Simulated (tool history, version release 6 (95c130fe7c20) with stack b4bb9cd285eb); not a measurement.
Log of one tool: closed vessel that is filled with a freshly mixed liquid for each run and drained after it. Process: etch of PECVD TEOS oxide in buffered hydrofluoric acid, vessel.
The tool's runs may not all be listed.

| run | hour | temperature setpoint of the liquid (K) | parts of 40 % ammonium fluoride to one part of 49 % hydrofluoric acid (parts by volume) | time in the liquid (s) | thickness taken off the PECVD TEOS oxide on a monitor wafer (nm) |
|---|---|---|---|---|---|
| 1 | 0 | 296.15 | 10.5 | 105 | 127.41 |
| 2 | 1.1 | 296.15 | 10.5 | 115 | 140.22 |
| 3 | 5.2 | 296.15 | 12.5 | 115 | 118.15 |
| 4 | 14.1 | 296.15 | 12.5 | 115 | 116.29 |
| 5 | 16.3 | 299.65 | 12.5 | 115 | 141.26 |
| 6 | 17.9 | 300.65 | 11.5 | 115 | 161.69 |
| 7 | 24 | 301.65 | 11 | 115 | 183.83 |

The next listed run, before its measurement:
| 8 | 25.2 | 302.15 | 10.5 | 115 | ? |

{"run 8": {"thickness taken off the PECVD TEOS oxide on a monitor wafer (nm)": 194.61}}
